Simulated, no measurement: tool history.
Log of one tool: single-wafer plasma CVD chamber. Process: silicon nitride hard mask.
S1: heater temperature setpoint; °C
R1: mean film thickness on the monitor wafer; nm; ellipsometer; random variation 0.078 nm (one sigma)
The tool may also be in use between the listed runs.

run 1 day=0.000 | S1=375 chamber_pressure_(mTorr)=1430 RF_power_(W)=355 deposition_time_(s)=25.5 | R1=32.972
run 2 day=0.058 | S1=375 chamber_pressure_(mTorr)=1430 RF_power_(W)=355 deposition_time_(s)=24.2 | R1=31.194
run 3 day=0.425 | S1=375 chamber_pressure_(mTorr)=1310 RF_power_(W)=355 deposition_time_(s)=24.2 | R1=30.019
run 4 day=0.792 | S1=382 chamber_pressure_(mTorr)=1310 RF_power_(W)=355 deposition_time_(s)=24.2 | R1=30.092
run 5 day=1.004 | S1=382 chamber_pressure_(mTorr)=1410 RF_power_(W)=355 deposition_time_(s)=24.2 | R1=30.988
run 6 day=1.225 | S1=382 chamber_pressure_(mTorr)=1410 RF_power_(W)=315 deposition_time_(s)=24.2 | R1=29.606
run 7 day=1.496 | S1=382 chamber_pressure_(mTorr)=1490 RF_power_(W)=320 deposition_time_(s)=24.3 | R1=30.658
run 8 day=1.562 | S1=382 chamber_pressure_(mTorr)=1490 RF_power_(W)=320 deposition_time_(s)=24.3 | R1=30.648

The next listed run, before its measurement:
run 9 day=1.588 | S1=382 chamber_pressure_(mTorr)=1560 RF_power_(W)=325 deposition_time_(s)=24.3 | R1=?

R1: 31.488 nm

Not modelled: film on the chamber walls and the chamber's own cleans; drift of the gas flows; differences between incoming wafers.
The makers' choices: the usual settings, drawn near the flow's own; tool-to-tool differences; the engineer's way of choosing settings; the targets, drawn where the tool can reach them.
